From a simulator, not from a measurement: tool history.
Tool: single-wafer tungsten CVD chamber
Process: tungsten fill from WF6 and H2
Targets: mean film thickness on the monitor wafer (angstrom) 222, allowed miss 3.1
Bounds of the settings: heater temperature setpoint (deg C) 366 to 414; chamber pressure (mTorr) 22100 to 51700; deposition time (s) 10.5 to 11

| run | hour | heater temperature setpoint (deg C) | chamber pressure (mTorr) | deposition time (s) | mean film thickness on the monitor wafer (angstrom) |
|---|---|---|---|---|---|
| 1 | 0 | 390 | 36900 | 11 | 278.13 |
| 2 | 4.1 | 386 | 36800 | 11 | 258.24 |
| 3 | 6 | 386 | 31400 | 11 | 234.41 |
| 4 | 14.4 | 386 | 25700 | 11 | 202.88 |
| 5 | 15.3 | 376 | 25700 | 11 | 165.76 |
| 6 | 17.7 | 376 | 25700 | 11 | 165.83 |
| 7 | 25.1 | 381 | 25700 | 11 | 185.2 |
| 8 | 30.3 | 384 | 25700 | 11 | 195.22 |
| 9 | 37.2 | 386 | 25700 | 11 | 203 |
| 10 | 43.3 | 388 | 25700 | 11 | 212.96 |
| 11 | 45.6 | 389 | 25700 | 11 | 215.2 |

4 next moves are on the table. One of them brings every result within its allowed miss. Which?
| A | 47.9 | 390 | 25100 | 11 | ? |
| B | 47.9 | 394 | 23300 | 10.7 | ? |
| C | 47.9 | 387 | 27600 | 10.7 | ? |
| D | 47.9 | 394 | 24100 | 10.9 | ? |

| move | mean film thickness on the monitor wafer (angstrom) |
|---|---|
| A | 214.25 |
| B | 211.85 |
| C | 210.97 |
| D | 221.57 |
A: further off than the last run
B: further off than the last run
C: further off than the last run
D: meets every target
The right move is D.
